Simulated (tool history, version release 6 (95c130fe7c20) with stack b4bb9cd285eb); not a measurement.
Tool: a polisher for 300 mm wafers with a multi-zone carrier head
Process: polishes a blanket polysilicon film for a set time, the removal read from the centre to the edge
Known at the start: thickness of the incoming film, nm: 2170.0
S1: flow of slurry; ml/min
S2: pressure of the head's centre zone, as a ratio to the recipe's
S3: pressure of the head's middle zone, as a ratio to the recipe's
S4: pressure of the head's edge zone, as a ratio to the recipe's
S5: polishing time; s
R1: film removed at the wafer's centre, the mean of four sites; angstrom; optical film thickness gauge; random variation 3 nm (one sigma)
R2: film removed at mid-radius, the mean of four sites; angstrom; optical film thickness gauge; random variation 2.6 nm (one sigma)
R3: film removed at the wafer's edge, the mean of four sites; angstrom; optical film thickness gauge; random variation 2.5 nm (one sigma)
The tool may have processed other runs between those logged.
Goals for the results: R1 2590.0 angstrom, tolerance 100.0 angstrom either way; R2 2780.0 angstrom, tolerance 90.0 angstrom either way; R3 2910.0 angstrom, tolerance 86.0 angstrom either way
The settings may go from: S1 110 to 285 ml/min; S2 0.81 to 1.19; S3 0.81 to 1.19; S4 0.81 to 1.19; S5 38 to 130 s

run,hour,S1,S2,S3,S4,S5,R1,R2,R3
1,0.0,180,1.00,1.00,1.00,84,5970.2,5970.4,5863.5
2,6.6,170,0.97,0.97,0.97,76,5164.4,5149.2,5212.7
3,7.3,215,0.97,0.97,0.97,76,5454.4,5249.9,5432.5
4,12.2,215,0.97,0.92,0.97,76,5402.6,5145.6,5329.8
5,13.6,215,0.97,0.92,1.03,76,5343.6,5024.3,5440.5
6,19.4,200,0.95,0.91,0.99,70,4788.5,4622.5,4914.8
7,21.3,185,0.93,0.90,0.97,65,4328.1,4204.7,4447.1
8,23.3,135,0.83,0.88,0.93,42,2356.3,2512.6,2717.1
9,27.7,145,0.83,0.88,0.93,42,2394.4,2545.9,2777.9

Exactly one of the 4 candidate moves below puts every result within its allowed miss. Which one?
A,32.1,150,0.94,0.89,0.88,45,?,?,?
B,32.1,110,0.99,0.97,0.88,44,?,?,?
C,32.1,130,0.85,0.91,0.92,49,?,?,?
D,32.1,185,0.83,0.89,0.90,44,?,?,?

move,R1,R2,R3
A,2934.2,2770.1,2904.4
B,2845.6,2757.6,2731.0
C,2811.2,3002.4,3173.0
D,2619.4,2794.4,2934.0
A: meets the target for the result that was furthest off, but another lies outside its allowed miss
B: meets the target for the result that was furthest off, but another lies outside its allowed miss
C: the result that was furthest off in the last run now lies on the other side of its target
D: in spec on every target
D is the move that brings every result within its allowed miss.
